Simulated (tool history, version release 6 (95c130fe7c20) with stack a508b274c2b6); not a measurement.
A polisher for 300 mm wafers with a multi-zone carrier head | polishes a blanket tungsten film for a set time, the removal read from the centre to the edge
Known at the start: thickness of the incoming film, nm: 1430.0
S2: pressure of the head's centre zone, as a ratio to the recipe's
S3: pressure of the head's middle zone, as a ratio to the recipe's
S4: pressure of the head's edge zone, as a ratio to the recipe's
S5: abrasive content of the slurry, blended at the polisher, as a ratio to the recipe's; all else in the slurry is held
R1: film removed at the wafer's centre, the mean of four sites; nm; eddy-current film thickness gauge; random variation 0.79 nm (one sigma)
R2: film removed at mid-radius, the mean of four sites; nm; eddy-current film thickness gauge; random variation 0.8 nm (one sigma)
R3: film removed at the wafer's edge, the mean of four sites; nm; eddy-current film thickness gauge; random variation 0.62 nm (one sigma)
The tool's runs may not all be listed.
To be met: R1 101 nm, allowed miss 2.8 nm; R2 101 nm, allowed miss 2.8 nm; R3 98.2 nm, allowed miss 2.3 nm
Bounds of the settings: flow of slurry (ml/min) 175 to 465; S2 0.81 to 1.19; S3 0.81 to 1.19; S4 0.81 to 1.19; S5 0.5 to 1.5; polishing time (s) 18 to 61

{"run": 1, "hour": 0.0, "flow of slurry (ml/min)": 295, "S2": 1, "S3": 1, "S4": 1, "S5": 1, "polishing time (s)": 39, "R1": 181.46, "R2": 167.94, "R3": 168.87}
{"run": 2, "hour": 4.6, "flow of slurry (ml/min)": 295, "S2": 1, "S3": 1, "S4": 1.06, "S5": 1, "polishing time (s)": 39, "R1": 183.52, "R2": 169.52, "R3": 174.33}
{"run": 3, "hour": 8.5, "flow of slurry (ml/min)": 295, "S2": 1, "S3": 1, "S4": 1.06, "S5": 0.8, "polishing time (s)": 39, "R1": 175.66, "R2": 157.87, "R3": 162.47}
{"run": 4, "hour": 9.3, "flow of slurry (ml/min)": 270, "S2": 1, "S3": 1, "S4": 1.06, "S5": 0.8, "polishing time (s)": 39, "R1": 171.23, "R2": 156.23, "R3": 162.86}
{"run": 5, "hour": 16.9, "flow of slurry (ml/min)": 280, "S2": 0.98, "S3": 1, "S4": 1.03, "S5": 0.75, "polishing time (s)": 37, "R1": 156.43, "R2": 145.68, "R3": 147.2}
{"run": 6, "hour": 24.5, "flow of slurry (ml/min)": 280, "S2": 0.96, "S3": 0.98, "S4": 1, "S5": 0.7, "polishing time (s)": 36, "R1": 145.14, "R2": 139.26, "R3": 140.73}
{"run": 7, "hour": 32.6, "flow of slurry (ml/min)": 285, "S2": 0.95, "S3": 0.97, "S4": 0.98, "S5": 0.65, "polishing time (s)": 35, "R1": 137.92, "R2": 130.34, "R3": 132.17}
{"hour": 41.6, "done": "centre zone pressure recalibrated"}
{"run": 8, "hour": 41.6, "flow of slurry (ml/min)": 290, "S2": 0.94, "S3": 0.96, "S4": 0.96, "S5": 0.65, "polishing time (s)": 34, "R1": 122.64, "R2": 124.75, "R3": 127.91}
{"run": 9, "hour": 43.6, "flow of slurry (ml/min)": 285, "S2": 0.95, "S3": 0.96, "S4": 0.94, "S5": 0.65, "polishing time (s)": 33, "R1": 118.72, "R2": 121.03, "R3": 124.28}
{"run": 10, "hour": 49.0, "flow of slurry (ml/min)": 295, "S2": 0.98, "S3": 0.97, "S4": 0.93, "S5": 0.65, "polishing time (s)": 32, "R1": 119.38, "R2": 118.64, "R3": 120.67}
{"run": 11, "hour": 50.5, "flow of slurry (ml/min)": 290, "S2": 1, "S3": 0.98, "S4": 0.91, "S5": 0.65, "polishing time (s)": 31, "R1": 115.77, "R2": 115.52, "R3": 114.38}
{"run": 12, "hour": 51.7, "flow of slurry (ml/min)": 285, "S2": 1.01, "S3": 0.98, "S4": 0.89, "S5": 0.65, "polishing time (s)": 31, "R1": 117.62, "R2": 116.11, "R3": 113.64}
{"run": 13, "hour": 58.7, "flow of slurry (ml/min)": 280, "S2": 1.01, "S3": 0.98, "S4": 0.88, "S5": 0.65, "polishing time (s)": 31, "R1": 117, "R2": 116.38, "R3": 114.29}
{"run": 14, "hour": 62.7, "flow of slurry (ml/min)": 280, "S2": 1.01, "S3": 0.98, "S4": 0.87, "S5": 0.65, "polishing time (s)": 31, "R1": 120.1, "R2": 115.79, "R3": 112.7}

5 next moves are on the table. One of them brings every result within its allowed miss. Which?
{"run": "A", "hour": 66.7, "flow of slurry (ml/min)": 340, "S2": 1.01, "S3": 0.91, "S4": 1.05, "S5": 0.85, "polishing time (s)": 28, "R1": "?", "R2": "?", "R3": "?"}
{"run": "B", "hour": 66.7, "flow of slurry (ml/min)": 205, "S2": 1.05, "S3": 1.02, "S4": 0.81, "S5": 0.55, "polishing time (s)": 29, "R1": "?", "R2": "?", "R3": "?"}
{"run": "C", "hour": 66.7, "flow of slurry (ml/min)": 305, "S2": 0.99, "S3": 0.98, "S4": 0.84, "S5": 0.65, "polishing time (s)": 27, "R1": "?", "R2": "?", "R3": "?"}
{"run": "D", "hour": 66.7, "flow of slurry (ml/min)": 435, "S2": 0.81, "S3": 1.15, "S4": 0.91, "S5": 0.55, "polishing time (s)": 30, "R1": "?", "R2": "?", "R3": "?"}
{"run": "E", "hour": 66.7, "flow of slurry (ml/min)": 330, "S2": 0.93, "S3": 0.84, "S4": 1.11, "S5": 0.5, "polishing time (s)": 32, "R1": "?", "R2": "?", "R3": "?"}

move=A R1=117.47 R2=107.34 R3=120.43
move=B R1=106.01 R2=102.19 R3=96.873
move=C R1=101.62 R2=100.42 R3=98.592
move=D R1=89.967 R2=123.3 R3=108.48
move=E R1=104.61 R2=97.835 R3=119.25
A: further off than the last run
B: nearer than the last run, and not there yet
C: meets every target
D: takes the result that was furthest off past its target
E: further off than the last run
Answer: C
